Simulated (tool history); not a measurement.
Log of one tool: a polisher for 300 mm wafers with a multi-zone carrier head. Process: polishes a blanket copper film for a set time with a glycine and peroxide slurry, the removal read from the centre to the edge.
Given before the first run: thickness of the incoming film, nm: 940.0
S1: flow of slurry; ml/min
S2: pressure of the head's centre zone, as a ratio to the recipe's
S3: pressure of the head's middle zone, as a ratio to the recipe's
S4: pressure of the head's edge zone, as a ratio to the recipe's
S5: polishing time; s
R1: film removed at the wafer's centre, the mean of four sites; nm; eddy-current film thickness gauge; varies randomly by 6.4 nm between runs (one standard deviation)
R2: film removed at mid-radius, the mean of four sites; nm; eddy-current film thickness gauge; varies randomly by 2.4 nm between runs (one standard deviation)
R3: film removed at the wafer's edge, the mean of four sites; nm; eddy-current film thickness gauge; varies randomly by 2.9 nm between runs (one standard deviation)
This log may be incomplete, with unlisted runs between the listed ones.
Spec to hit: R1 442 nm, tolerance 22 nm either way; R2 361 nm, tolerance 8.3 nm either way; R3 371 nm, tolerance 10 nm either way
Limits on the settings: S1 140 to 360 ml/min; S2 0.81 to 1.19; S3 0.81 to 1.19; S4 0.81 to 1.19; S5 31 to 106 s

{"run": 1, "day": 0.0, "S1": 230, "S2": 1, "S3": 1, "S4": 1, "S5": 68, "R1": 292.13, "R2": 299.47, "R3": 288.38}
{"run": 2, "day": 0.238, "S1": 250, "S2": 1.05, "S3": 1, "S4": 1.03, "S5": 71, "R1": 323.94, "R2": 314.76, "R3": 310.67}
{"run": 3, "day": 0.342, "S1": 295, "S2": 1.05, "S3": 1, "S4": 1.03, "S5": 71, "R1": 326.25, "R2": 319.02, "R3": 316.63}
{"run": 4, "day": 0.658, "S1": 295, "S2": 1.05, "S3": 1, "S4": 1.03, "S5": 80, "R1": 365.14, "R2": 356.59, "R3": 357.12}
{"run": 5, "day": 0.808, "S1": 245, "S2": 1.05, "S3": 1, "S4": 1.03, "S5": 80, "R1": 363.32, "R2": 354.27, "R3": 352.37}
{"run": 6, "day": 1.179, "S1": 215, "S2": 1.05, "S3": 1, "S4": 1.03, "S5": 80, "R1": 353.22, "R2": 345, "R3": 343.36}
{"run": 7, "day": 1.317, "S1": 235, "S2": 1.09, "S3": 0.99, "S4": 1.03, "S5": 81, "R1": 373.35, "R2": 350.4, "R3": 348.88}
{"run": 8, "day": 1.575, "S1": 280, "S2": 1.19, "S3": 0.93, "S4": 1.03, "S5": 86, "R1": 448.29, "R2": 362.88, "R3": 381.23}

5 candidate next runs follow, results not yet known. Just one meets every target within its allowed miss. Identify it.
{"run": "A", "day": 1.833, "S1": 320, "S2": 1.17, "S3": 0.92, "S4": 0.97, "S5": 85, "R1": "?", "R2": "?", "R3": "?"}
{"run": "B", "day": 1.833, "S1": 360, "S2": 1.19, "S3": 0.86, "S4": 0.99, "S5": 83, "R1": "?", "R2": "?", "R3": "?"}
{"run": "C", "day": 1.833, "S1": 275, "S2": 1.15, "S3": 0.99, "S4": 1, "S5": 78, "R1": "?", "R2": "?", "R3": "?"}
{"run": "D", "day": 1.833, "S1": 325, "S2": 1.18, "S3": 0.87, "S4": 1.02, "S5": 89, "R1": "?", "R2": "?", "R3": "?"}
{"run": "E", "day": 1.833, "S1": 305, "S2": 1.19, "S3": 0.87, "S4": 1.01, "S5": 84, "R1": "?", "R2": "?", "R3": "?"}

move=A R1=443.6 R2=358.52 R3=367.84
move=B R1=445.14 R2=334.53 R3=365.79
move=C R1=393.74 R2=344.39 R3=337.87
move=D R1=468.84 R2=358.88 R3=394.85
move=E R1=443.05 R2=336.62 R3=369.22
A: each result inside its tolerance
B: brings the last run's worst result on target, with another outside its allowed miss
C: moves the result that the last run missed by most past its target, out the other side
D: lands further from the targets than the last run did
E: brings the last run's worst result on target, with another outside its allowed miss
So the answer is move A, the one that meets all the targets.
